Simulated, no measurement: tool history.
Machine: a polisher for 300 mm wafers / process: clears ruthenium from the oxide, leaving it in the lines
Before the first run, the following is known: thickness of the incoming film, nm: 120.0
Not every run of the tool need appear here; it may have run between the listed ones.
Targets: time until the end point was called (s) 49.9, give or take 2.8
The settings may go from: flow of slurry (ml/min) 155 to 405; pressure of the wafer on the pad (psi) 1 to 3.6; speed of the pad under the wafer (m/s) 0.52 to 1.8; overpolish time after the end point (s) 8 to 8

| run | hour | flow of slurry (ml/min) | pressure of the wafer on the pad (psi) | speed of the pad under the wafer (m/s) | overpolish time after the end point (s) | time until the end point was called (s) |
|---|---|---|---|---|---|---|
| 1 | 0 | 260 | 2.3 | 1.16 | 8 | 81.635 |
| 2 | 8.8 | 260 | 2.7 | 1.16 | 8 | 67.962 |
| 3 | 14.8 | 260 | 2.9 | 1.18 | 8 | 61.29 |
| 4 | 16 | 260 | 2.9 | 1.18 | 8 | 62.767 |
| 5 | 18.7 | 260 | 2.4 | 1.18 | 8 | 73.906 |
| 6 | 27.3 | 260 | 2.4 | 1.18 | 8 | 76.997 |
| 7 | 31.7 | 260 | 2.4 | 1.18 | 8 | 74.159 |
| 8 | 33.6 | 260 | 2.7 | 1.2 | 8 | 66.595 |
| 9 | 42.6 | 260 | 2.9 | 1.22 | 8 | 59.531 |
| 10 | 50.8 | 260 | 3 | 1.22 | 8 | 59.063 |
| 11 | 56.5 | 260 | 3.1 | 1.24 | 8 | 54.061 |
| 12 | 57.9 | 260 | 3.2 | 1.24 | 8 | 55.397 |
| 13 | 60.7 | 260 | 3.2 | 1.24 | 8 | 54.229 |

Exactly one of the 5 candidate moves below puts every result within its allowed miss. Which one?
| A | 63.5 | 240 | 3.4 | 1.1 | 8 | ? |
| B | 63.5 | 235 | 3.6 | 1.2 | 8 | ? |
| C | 63.5 | 210 | 3.6 | 1.36 | 8 | ? |
| D | 63.5 | 315 | 3.2 | 1.16 | 8 | ? |
| E | 63.5 | 235 | 3 | 1.24 | 8 | ? |

| move | time until the end point was called (s) |
|---|---|
| A | 56.572 |
| B | 49.622 |
| C | 45.002 |
| D | 55.623 |
| E | 57.594 |
A: moves away from the targets compared with the last run
B: all results land within tolerance of their targets
C: carries the result that was furthest off beyond its target, to the other side
D: moves away from the targets compared with the last run
E: moves away from the targets compared with the last run
B is the move that brings every result within its allowed miss.

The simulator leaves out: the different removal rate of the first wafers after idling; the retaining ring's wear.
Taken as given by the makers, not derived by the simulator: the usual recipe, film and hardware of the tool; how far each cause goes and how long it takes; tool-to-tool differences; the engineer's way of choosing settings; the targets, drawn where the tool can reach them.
